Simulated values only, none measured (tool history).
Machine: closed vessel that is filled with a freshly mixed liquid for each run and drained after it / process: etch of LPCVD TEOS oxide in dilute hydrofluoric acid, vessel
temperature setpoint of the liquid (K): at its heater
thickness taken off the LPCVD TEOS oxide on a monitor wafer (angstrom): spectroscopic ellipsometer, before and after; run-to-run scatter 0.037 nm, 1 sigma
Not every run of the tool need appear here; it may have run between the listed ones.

run    day  temperature setpoint of the liquid (K)  parts of water to one part of 49 % hydrofluoric acid (parts by volume)  time in the liquid (s)  thickness taken off the LPCVD TEOS oxide on a monitor wafer (angstrom)
  1  0.000                                  295.15                                                                     225                      30                                                                  28.077
  2  0.188                                  297.65                                                                     185                      30                                                                  39.231
  3  0.238                                  297.65                                                                     225                      30                                                                  30.771
  4  0.358                                  297.65                                                                     225                      30                                                                  30.868
  5  0.688                                  299.65                                                                     190                      30                                                                  40.782
  6  0.958                                  300.65                                                                     165                      30                                                                  49.827
  7  1.050                                  301.65                                                                     150                      30                                                                  58.751
  8  1.112                                  302.15                                                                     145                      30                                                                  61.950
  9  1.379                                  302.65                                                                     140                      30                                                                  65.784

Forecast run 10:
 10  1.592                                  302.65                                                                     135                      30                                                                       ?

thickness taken off the LPCVD TEOS oxide on a monitor wafer (angstrom): 69.050

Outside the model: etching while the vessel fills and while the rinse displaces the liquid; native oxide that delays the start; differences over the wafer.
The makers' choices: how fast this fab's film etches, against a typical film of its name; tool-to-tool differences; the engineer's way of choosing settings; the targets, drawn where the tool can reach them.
